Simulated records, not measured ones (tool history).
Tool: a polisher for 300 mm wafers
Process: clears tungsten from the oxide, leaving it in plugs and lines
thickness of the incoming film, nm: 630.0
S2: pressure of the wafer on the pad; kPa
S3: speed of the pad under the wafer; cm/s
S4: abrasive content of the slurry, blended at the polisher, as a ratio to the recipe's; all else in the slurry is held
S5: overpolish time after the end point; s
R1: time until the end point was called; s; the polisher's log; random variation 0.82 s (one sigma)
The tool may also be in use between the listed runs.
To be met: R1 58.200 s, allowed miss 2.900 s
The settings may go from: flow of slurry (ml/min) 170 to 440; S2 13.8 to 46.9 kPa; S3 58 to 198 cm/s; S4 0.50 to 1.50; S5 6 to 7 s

Run 1, hour 0.0: flow of slurry (ml/min) 280, S2 30.3 kPa, S3 128 cm/s, S4 1.00, S5 7 s. Result: R1 94.429 s.
Run 2, hour 2.0: flow of slurry (ml/min) 280, S2 30.3 kPa, S3 128 cm/s, S4 0.80, S5 7 s. Result: R1 98.570 s.
Run 3, hour 6.6: flow of slurry (ml/min) 280, S2 35.2 kPa, S3 128 cm/s, S4 0.80, S5 7 s. Result: R1 84.420 s.
Run 4, hour 9.9: flow of slurry (ml/min) 280, S2 31.0 kPa, S3 128 cm/s, S4 0.80, S5 7 s. Result: R1 94.711 s.
Run 5, hour 17.1: flow of slurry (ml/min) 280, S2 33.1 kPa, S3 128 cm/s, S4 0.80, S5 7 s. Result: R1 87.596 s.
Run 6, hour 23.4: flow of slurry (ml/min) 280, S2 34.5 kPa, S3 128 cm/s, S4 0.80, S5 7 s. Result: R1 87.046 s.
Run 7, hour 30.9: flow of slurry (ml/min) 280, S2 35.9 kPa, S3 130 cm/s, S4 0.80, S5 7 s. Result: R1 82.808 s.
Run 8, hour 35.3: flow of slurry (ml/min) 280, S2 37.2 kPa, S3 132 cm/s, S4 0.80, S5 7 s. Result: R1 78.490 s.
Run 9, hour 44.0: flow of slurry (ml/min) 280, S2 38.6 kPa, S3 134 cm/s, S4 0.80, S5 7 s. Result: R1 74.965 s.
Run 10, hour 46.4: flow of slurry (ml/min) 280, S2 39.3 kPa, S3 134 cm/s, S4 0.80, S5 7 s. Result: R1 71.523 s.
Run 11, hour 48.2: flow of slurry (ml/min) 280, S2 40.0 kPa, S3 134 cm/s, S4 0.80, S5 7 s. Result: R1 71.889 s.
Run 12, hour 49.1: flow of slurry (ml/min) 280, S2 40.7 kPa, S3 134 cm/s, S4 0.80, S5 7 s. Result: R1 71.035 s.
Run 13, hour 57.5: flow of slurry (ml/min) 280, S2 41.4 kPa, S3 134 cm/s, S4 0.80, S5 7 s. Result: R1 69.729 s.
Run 14, hour 63.8: flow of slurry (ml/min) 280, S2 42.1 kPa, S3 134 cm/s, S4 0.80, S5 7 s. Result: R1 67.582 s.
Run 15, hour 64.7: flow of slurry (ml/min) 280, S2 42.7 kPa, S3 134 cm/s, S4 0.80, S5 7 s. Result: R1 67.766 s.
Run 16, hour 68.4: flow of slurry (ml/min) 280, S2 43.4 kPa, S3 134 cm/s, S4 0.80, S5 7 s. Result: R1 67.456 s.
Run 17, hour 69.8: flow of slurry (ml/min) 280, S2 44.1 kPa, S3 136 cm/s, S4 0.80, S5 7 s. Result: R1 63.362 s.
Run 18, hour 75.2: flow of slurry (ml/min) 280, S2 45.5 kPa, S3 138 cm/s, S4 0.80, S5 7 s. Result: R1 62.564 s.

Which of these 4 next moves meets every target?
Run A, hour 80.6: flow of slurry (ml/min) 245, S2 46.2 kPa, S3 146 cm/s, S4 0.80, S5 6 s. Result: R1 ?.
Run B, hour 80.6: flow of slurry (ml/min) 285, S2 46.2 kPa, S3 120 cm/s, S4 0.75, S5 7 s. Result: R1 ?.
Run C, hour 80.6: flow of slurry (ml/min) 260, S2 46.9 kPa, S3 126 cm/s, S4 0.80, S5 7 s. Result: R1 ?.
Run D, hour 80.6: flow of slurry (ml/min) 295, S2 44.1 kPa, S3 134 cm/s, S4 0.85, S5 7 s. Result: R1 ?.

move      R1
   A  58.025
   B  69.943
   C  65.639
   D  64.331
A: meets every target
B: further off than the last run
C: further off than the last run
D: further off than the last run
Move A is the one to make.
